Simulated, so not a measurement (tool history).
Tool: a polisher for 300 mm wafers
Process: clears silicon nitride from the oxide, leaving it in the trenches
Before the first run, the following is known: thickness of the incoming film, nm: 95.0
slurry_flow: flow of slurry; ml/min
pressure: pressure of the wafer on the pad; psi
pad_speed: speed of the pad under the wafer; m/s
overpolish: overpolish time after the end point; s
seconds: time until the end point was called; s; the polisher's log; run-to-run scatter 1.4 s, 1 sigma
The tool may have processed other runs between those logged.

run 1 hour=0.0 | slurry_flow=205 pressure=3.4 pad_speed=1.08 overpolish=33 | seconds=76.755
run 2 hour=6.3 | slurry_flow=205 pressure=3.4 pad_speed=1.32 overpolish=33 | seconds=62.237
run 3 hour=15.0 | slurry_flow=205 pressure=2.8 pad_speed=1.32 overpolish=33 | seconds=74.359
run 4 hour=18.9 | slurry_flow=225 pressure=2.8 pad_speed=1.32 overpolish=33 | seconds=71.863
run 5 hour=26.5 | slurry_flow=225 pressure=2.8 pad_speed=1.16 overpolish=33 | seconds=82.686
run 6 hour=32.0 | slurry_flow=220 pressure=2.6 pad_speed=1.14 overpolish=33 | seconds=88.332
run 7 hour=37.9 | slurry_flow=215 pressure=2.4 pad_speed=1.12 overpolish=33 | seconds=95.760
run 8 hour=43.9 | slurry_flow=210 pressure=2.2 pad_speed=1.10 overpolish=33 | seconds=105.870
run 9 hour=45.6 | slurry_flow=200 pressure=2.1 pad_speed=1.10 overpolish=33 | seconds=108.610
run 10 hour=48.9 | slurry_flow=195 pressure=2.0 pad_speed=1.10 overpolish=33 | seconds=115.160
run 11 hour=52.7 | slurry_flow=185 pressure=2.0 pad_speed=1.10 overpolish=33 | seconds=114.910
run 12 hour=59.5 | slurry_flow=180 pressure=1.9 pad_speed=1.10 overpolish=33 | seconds=118.500
run 13 hour=63.6 | slurry_flow=175 pressure=1.8 pad_speed=1.10 overpolish=33 | seconds=124.060
run 14 hour=64.6 | slurry_flow=170 pressure=1.8 pad_speed=1.10 overpolish=33 | seconds=124.440
run 15 hour=67.7 | slurry_flow=165 pressure=1.5 pad_speed=1.10 overpolish=33 | seconds=140.880
run 16 hour=69.3 | slurry_flow=170 pressure=1.5 pad_speed=1.10 overpolish=33 | seconds=138.960

Run 17 comes next. What will it give?
run 17 hour=73.3 | slurry_flow=175 pressure=1.5 pad_speed=1.10 overpolish=33 | seconds=?

Logged for run 17: seconds 140.780 s.
